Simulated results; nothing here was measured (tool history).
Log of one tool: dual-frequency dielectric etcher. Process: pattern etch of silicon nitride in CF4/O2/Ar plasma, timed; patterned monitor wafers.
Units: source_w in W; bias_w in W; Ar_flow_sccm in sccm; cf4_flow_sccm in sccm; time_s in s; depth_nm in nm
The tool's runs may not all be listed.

{"run": 1, "hour": 0.0, "source_w": 500, "bias_w": 61, "Ar_flow_sccm": 122, "cf4_flow_sccm": 96, "time_s": 180, "depth_nm": 362.4}
{"run": 2, "hour": 1.6, "source_w": 500, "bias_w": 67, "Ar_flow_sccm": 122, "cf4_flow_sccm": 96, "time_s": 180, "depth_nm": 382.29}
{"run": 3, "hour": 5.3, "source_w": 440, "bias_w": 62, "Ar_flow_sccm": 124, "cf4_flow_sccm": 95, "time_s": 180, "depth_nm": 333.9}
{"run": 4, "hour": 9.6, "source_w": 440, "bias_w": 53, "Ar_flow_sccm": 124, "cf4_flow_sccm": 95, "time_s": 180, "depth_nm": 304.21}
{"run": 5, "hour": 12.6, "source_w": 380, "bias_w": 53, "Ar_flow_sccm": 124, "cf4_flow_sccm": 95, "time_s": 180, "depth_nm": 277.72}
{"run": 6, "hour": 17.9, "source_w": 380, "bias_w": 53, "Ar_flow_sccm": 124, "cf4_flow_sccm": 95, "time_s": 188, "depth_nm": 285.6}
{"run": 7, "hour": 24.1, "source_w": 360, "bias_w": 52, "Ar_flow_sccm": 125, "cf4_flow_sccm": 95, "time_s": 188, "depth_nm": 272.75}
{"run": 8, "hour": 25.6, "source_w": 350, "bias_w": 51, "Ar_flow_sccm": 125, "cf4_flow_sccm": 95, "time_s": 188, "depth_nm": 262.66}

The next listed run, before its measurement:
{"run": 9, "hour": 34.3, "source_w": 340, "bias_w": 51, "Ar_flow_sccm": 125, "cf4_flow_sccm": 95, "time_s": 188, "depth_nm": "?"}

Run 9 gave depth_nm 260.31 nm.
